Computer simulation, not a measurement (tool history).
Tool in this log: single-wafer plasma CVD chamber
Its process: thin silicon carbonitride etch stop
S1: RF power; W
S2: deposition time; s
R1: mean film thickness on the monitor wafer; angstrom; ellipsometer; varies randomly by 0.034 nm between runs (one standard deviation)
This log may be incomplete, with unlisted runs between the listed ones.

{"run": 1, "day": 0.0, "S1": 270, "S2": 17.4, "R1": 108.78}
{"run": 2, "day": 0.233, "S1": 245, "S2": 17.4, "R1": 106.3}
{"run": 3, "day": 0.533, "S1": 210, "S2": 17.4, "R1": 103.59}
{"run": 4, "day": 0.762, "S1": 225, "S2": 17.7, "R1": 106.31}
{"run": 5, "day": 0.904, "S1": 240, "S2": 18.0, "R1": 109.69}
{"run": 6, "day": 1.15, "S1": 240, "S2": 18.9, "R1": 115.22}
{"run": 7, "day": 1.404, "S1": 250, "S2": 19.0, "R1": 116.63}

Forecast run 8:
{"run": 8, "day": 1.479, "S1": 260, "S2": 19.1, "R1": "?"}

{"run 8": {"R1": 118.22}}
